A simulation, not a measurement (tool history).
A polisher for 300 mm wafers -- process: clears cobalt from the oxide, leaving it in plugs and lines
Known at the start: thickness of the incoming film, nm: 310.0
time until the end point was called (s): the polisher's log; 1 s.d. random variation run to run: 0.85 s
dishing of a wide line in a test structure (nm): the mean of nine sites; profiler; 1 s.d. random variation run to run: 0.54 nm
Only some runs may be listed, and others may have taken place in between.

run,hour,flow of slurry (ml/min),pressure of the wafer on the pad (psi),speed of the pad under the wafer (m/s),overpolish time after the end point (s),time until the end point was called (s),dishing of a wide line in a test structure (nm)
1,0,180,1.8,0.9,17,90.537,41.796
2,5.8,180,1.8,0.82,17,98.131,39.691
3,10,180,1.8,1,17,80.392,45.402
4,17.6,150,1.8,1,17,83.714,44.575
5,19.9,195,1.8,1,17,80.082,45.975
6,22.4,195,1.8,1,14,80.183,40.975
7,24.3,200,1.9,1,12,76.867,37.025
8,26.5,205,2,1,11,76.239,35.841

What does the tool deliver on the next run?
9,30.5,205,2.1,1,11,?,?

{"run 9": {"time until the end point was called (s)": 69.271, "dishing of a wide line in a test structure (nm)": 38.608}}

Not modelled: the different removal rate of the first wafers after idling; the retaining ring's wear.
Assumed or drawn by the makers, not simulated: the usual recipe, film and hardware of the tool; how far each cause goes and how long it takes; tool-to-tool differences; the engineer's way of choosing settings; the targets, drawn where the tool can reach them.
